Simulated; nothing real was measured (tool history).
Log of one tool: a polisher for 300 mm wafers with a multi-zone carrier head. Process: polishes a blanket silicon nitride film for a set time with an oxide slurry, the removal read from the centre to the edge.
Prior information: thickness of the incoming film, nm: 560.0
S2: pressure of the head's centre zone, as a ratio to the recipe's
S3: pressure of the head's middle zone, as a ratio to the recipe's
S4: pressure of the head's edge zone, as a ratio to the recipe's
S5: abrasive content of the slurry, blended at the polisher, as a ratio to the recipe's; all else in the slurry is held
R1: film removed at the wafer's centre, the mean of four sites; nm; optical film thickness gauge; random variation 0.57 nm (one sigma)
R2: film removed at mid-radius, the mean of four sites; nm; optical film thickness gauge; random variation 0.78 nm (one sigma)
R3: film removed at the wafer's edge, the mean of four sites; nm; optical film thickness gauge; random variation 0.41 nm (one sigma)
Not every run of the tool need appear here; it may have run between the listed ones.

run 1 hour=0.0 | flow_of_slurry_(ml/min)=305 S2=1.00 S3=1.00 S4=1.00 S5=1.00 polishing_time_(s)=79 | R1=62.136 R2=61.363 R3=62.778
run 2 hour=8.1 | flow_of_slurry_(ml/min)=305 S2=1.00 S3=1.00 S4=1.00 S5=0.85 polishing_time_(s)=79 | R1=56.171 R2=56.996 R3=57.076
run 3 hour=13.9 | flow_of_slurry_(ml/min)=305 S2=1.00 S3=1.00 S4=1.00 S5=1.05 polishing_time_(s)=79 | R1=64.878 R2=64.494 R3=62.992
run 4 hour=15.4 | flow_of_slurry_(ml/min)=305 S2=1.09 S3=1.00 S4=1.00 S5=1.05 polishing_time_(s)=79 | R1=68.999 R2=64.910 R3=64.189
-- hour=17.9 worn pad replaced by a new one
run 5 hour=17.9 | flow_of_slurry_(ml/min)=300 S2=1.06 S3=1.01 S4=0.98 S5=1.05 polishing_time_(s)=79 | R1=72.117 R2=69.294 R3=68.079
run 6 hour=23.8 | flow_of_slurry_(ml/min)=300 S2=1.01 S3=1.01 S4=0.98 S5=1.05 polishing_time_(s)=79 | R1=69.141 R2=68.366 R3=67.186

What does the tool deliver on the next run?
run 7 hour=26.9 | flow_of_slurry_(ml/min)=300 S2=1.01 S3=1.01 S4=0.98 S5=1.05 polishing_time_(s)=79 | R1=? R2=? R3=?

{"run 7": {"R1": 68.276, "R2": 67.381, "R3": 68.477}}

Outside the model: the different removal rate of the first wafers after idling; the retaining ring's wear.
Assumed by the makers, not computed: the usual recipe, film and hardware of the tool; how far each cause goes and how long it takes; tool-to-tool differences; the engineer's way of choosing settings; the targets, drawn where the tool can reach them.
